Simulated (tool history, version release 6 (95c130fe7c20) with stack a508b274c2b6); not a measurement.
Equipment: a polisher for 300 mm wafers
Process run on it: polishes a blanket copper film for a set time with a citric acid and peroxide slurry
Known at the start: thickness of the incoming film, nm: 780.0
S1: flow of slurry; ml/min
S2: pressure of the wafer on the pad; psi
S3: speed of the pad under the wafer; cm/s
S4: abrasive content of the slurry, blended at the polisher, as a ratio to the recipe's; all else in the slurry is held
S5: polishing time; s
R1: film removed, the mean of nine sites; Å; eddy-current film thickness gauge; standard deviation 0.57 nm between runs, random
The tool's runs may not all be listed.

| run | hour | S1 | S2 | S3 | S4 | S5 | R1 |
|---|---|---|---|---|---|---|---|
| 1 | 0.0 | 185 | 3.8 | 82 | 1.0 | 25 | 577.54 |
| 2 | 6.4 | 205 | 3.8 | 82 | 1.0 | 25 | 597.07 |
| 3 | 14.1 | 200 | 3.8 | 82 | 1.0 | 25 | 598.92 |
| 4 | 18.8 | 200 | 3.8 | 102 | 1.0 | 25 | 734.71 |
| 5 | 21.9 | 195 | 3.7 | 102 | 1.0 | 25 | 719.34 |
| 6 | 25.3 | 195 | 3.7 | 102 | 1.0 | 22 | 636.42 |
|  | 30.7 | slurry blender recalibrated |
| 7 | 30.7 | 190 | 3.6 | 102 | 1.0 | 22 | 690.72 |

For run 8, what comes out?
| 8 | 33.1 | 190 | 3.4 | 102 | 1.0 | 22 | ? |

{"run 8": {"R1": 664.35}}
